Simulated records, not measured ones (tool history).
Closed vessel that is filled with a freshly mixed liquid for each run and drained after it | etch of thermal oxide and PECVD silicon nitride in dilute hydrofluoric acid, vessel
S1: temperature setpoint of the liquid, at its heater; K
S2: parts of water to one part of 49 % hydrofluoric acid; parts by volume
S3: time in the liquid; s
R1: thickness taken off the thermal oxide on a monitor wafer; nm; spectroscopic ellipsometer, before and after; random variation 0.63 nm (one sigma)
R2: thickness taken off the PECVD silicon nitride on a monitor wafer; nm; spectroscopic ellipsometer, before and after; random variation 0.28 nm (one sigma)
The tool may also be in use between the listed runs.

run 1 hour=0 | S1=297.15 S2=250 S3=1800 | R1=26.439 R2=21.447
run 2 hour=1.7 | S1=297.65 S2=190 S3=1765 | R1=37.215 R2=28.468
run 3 hour=8.7 | S1=297.65 S2=190 S3=1425 | R1=30.056 R2=23.254
run 4 hour=11.4 | S1=297.65 S2=220 S3=1425 | R1=25.282 R2=19.986
run 5 hour=16.5 | S1=297.65 S2=280 S3=1425 | R1=18.387 R2=15.674
run 6 hour=25.9 | S1=298.15 S2=215 S3=1450 | R1=26.996 R2=21.42

Forecast run 7:
run 7 hour=30.6 | S1=298.65 S2=165 S3=1445 | R1=? R2=?

{"run 7": {"R1": 37.331, "R2": 28.701}}

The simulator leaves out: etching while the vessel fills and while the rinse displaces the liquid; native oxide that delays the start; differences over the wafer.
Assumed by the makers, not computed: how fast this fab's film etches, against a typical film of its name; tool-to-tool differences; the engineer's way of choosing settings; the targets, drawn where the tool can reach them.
